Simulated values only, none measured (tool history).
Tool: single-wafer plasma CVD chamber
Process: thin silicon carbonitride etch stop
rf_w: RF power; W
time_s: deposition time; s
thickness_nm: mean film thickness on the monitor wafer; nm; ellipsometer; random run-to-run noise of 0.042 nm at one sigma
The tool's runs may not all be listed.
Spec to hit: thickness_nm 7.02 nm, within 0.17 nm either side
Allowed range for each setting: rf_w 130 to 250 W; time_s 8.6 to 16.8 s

run,day,rf_w,time_s,thickness_nm
1,0,190,12.7,6.3581
2,0.054,195,12.8,6.3531
3,0.412,195,13,6.4921
4,0.483,195,13.1,6.5338
5,0.729,195,13.2,6.5873
6,0.821,180,13.2,6.4495
7,1.012,185,13.3,6.5457
8,1.092,190,13.4,6.7097

Of the 5 settings listed for the next run, only one would bring every result within its allowed miss of target. Which one?
A,1.171,200,12.3,?
B,1.171,190,14,?
C,1.171,180,13.3,?
D,1.171,205,13,?
E,1.171,160,14.2,?

move,thickness_nm
A,6.2403
B,6.9808
C,6.511
D,6.6505
E,6.6754
A: lands further from the targets than the last run did
B: each result inside its tolerance
C: lands further from the targets than the last run did
D: lands further from the targets than the last run did
E: lands further from the targets than the last run did
The right move is B.
